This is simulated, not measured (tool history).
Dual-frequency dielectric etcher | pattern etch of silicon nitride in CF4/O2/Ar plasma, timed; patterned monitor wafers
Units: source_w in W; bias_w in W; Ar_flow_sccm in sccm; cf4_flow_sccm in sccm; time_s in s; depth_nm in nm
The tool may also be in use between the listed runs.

{"run": 1, "day": 0.0, "source_w": 690, "bias_w": 51, "Ar_flow_sccm": 105, "cf4_flow_sccm": 138, "time_s": 5.5, "depth_nm": 13.818}
{"run": 2, "day": 0.188, "source_w": 710, "bias_w": 51, "Ar_flow_sccm": 105, "cf4_flow_sccm": 138, "time_s": 5.5, "depth_nm": 14.147}
{"run": 3, "day": 0.471, "source_w": 710, "bias_w": 51, "Ar_flow_sccm": 105, "cf4_flow_sccm": 138, "time_s": 5.5, "depth_nm": 14.122}
{"run": 4, "day": 0.65, "source_w": 710, "bias_w": 51, "Ar_flow_sccm": 89, "cf4_flow_sccm": 138, "time_s": 5.5, "depth_nm": 14.455}
{"run": 5, "day": 0.871, "source_w": 710, "bias_w": 51, "Ar_flow_sccm": 89, "cf4_flow_sccm": 155, "time_s": 5.5, "depth_nm": 14.623}
{"run": 6, "day": 1.2, "source_w": 590, "bias_w": 51, "Ar_flow_sccm": 89, "cf4_flow_sccm": 155, "time_s": 5.5, "depth_nm": 12.621}
{"run": 7, "day": 1.283, "source_w": 620, "bias_w": 51, "Ar_flow_sccm": 89, "cf4_flow_sccm": 155, "time_s": 5.5, "depth_nm": 12.996}
{"run": 8, "day": 1.562, "source_w": 650, "bias_w": 51, "Ar_flow_sccm": 89, "cf4_flow_sccm": 155, "time_s": 5.5, "depth_nm": 13.662}

The next listed run, before its measurement:
{"run": 9, "day": 1.692, "source_w": 790, "bias_w": 52, "Ar_flow_sccm": 88, "cf4_flow_sccm": 155, "time_s": 5.5, "depth_nm": "?"}

depth_nm: 16.089 nm
